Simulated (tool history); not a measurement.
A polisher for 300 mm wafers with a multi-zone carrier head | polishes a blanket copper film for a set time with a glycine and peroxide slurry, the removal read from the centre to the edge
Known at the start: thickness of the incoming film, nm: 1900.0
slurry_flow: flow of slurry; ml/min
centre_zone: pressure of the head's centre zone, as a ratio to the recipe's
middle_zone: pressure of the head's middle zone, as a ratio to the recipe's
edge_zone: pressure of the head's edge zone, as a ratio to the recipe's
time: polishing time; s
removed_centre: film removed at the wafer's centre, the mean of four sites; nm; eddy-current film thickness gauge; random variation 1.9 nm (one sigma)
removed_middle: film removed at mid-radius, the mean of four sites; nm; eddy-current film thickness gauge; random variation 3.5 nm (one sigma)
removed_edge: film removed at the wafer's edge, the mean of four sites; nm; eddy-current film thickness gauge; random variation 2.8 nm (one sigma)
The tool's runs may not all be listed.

run 1 day=0.000 | slurry_flow=200 centre_zone=1.00 middle_zone=1.00 edge_zone=1.00 time=66 | removed_centre=240.43 removed_middle=243.14 removed_edge=246.23
run 2 day=0.138 | slurry_flow=205 centre_zone=0.99 middle_zone=0.98 edge_zone=1.04 time=69 | removed_centre=251.01 removed_middle=251.83 removed_edge=263.22
run 3 day=0.404 | slurry_flow=205 centre_zone=0.99 middle_zone=0.90 edge_zone=1.04 time=69 | removed_centre=253.12 removed_middle=235.95 removed_edge=261.96
run 4 day=0.767 | slurry_flow=210 centre_zone=0.97 middle_zone=0.90 edge_zone=1.07 time=71 | removed_centre=258.76 removed_middle=247.35 removed_edge=277.05
run 5 day=0.979 | slurry_flow=210 centre_zone=1.01 middle_zone=0.90 edge_zone=1.07 time=71 | removed_centre=265.14 removed_middle=244.04 removed_edge=274.92
run 6 day=1.296 | slurry_flow=215 centre_zone=0.99 middle_zone=0.89 edge_zone=1.09 time=73 | removed_centre=270.16 removed_middle=246.41 removed_edge=283.95
run 7 day=1.604 | slurry_flow=215 centre_zone=0.97 middle_zone=0.89 edge_zone=1.11 time=75 | removed_centre=272.85 removed_middle=254.16 removed_edge=301.83

The next listed run, before its measurement:
run 8 day=1.954 | slurry_flow=225 centre_zone=0.96 middle_zone=0.90 edge_zone=1.13 time=76 | removed_centre=? removed_middle=? removed_edge=?

Run 8 gave removed_centre 275.70 nm, removed_middle 264.92 nm, removed_edge 305.19 nm.

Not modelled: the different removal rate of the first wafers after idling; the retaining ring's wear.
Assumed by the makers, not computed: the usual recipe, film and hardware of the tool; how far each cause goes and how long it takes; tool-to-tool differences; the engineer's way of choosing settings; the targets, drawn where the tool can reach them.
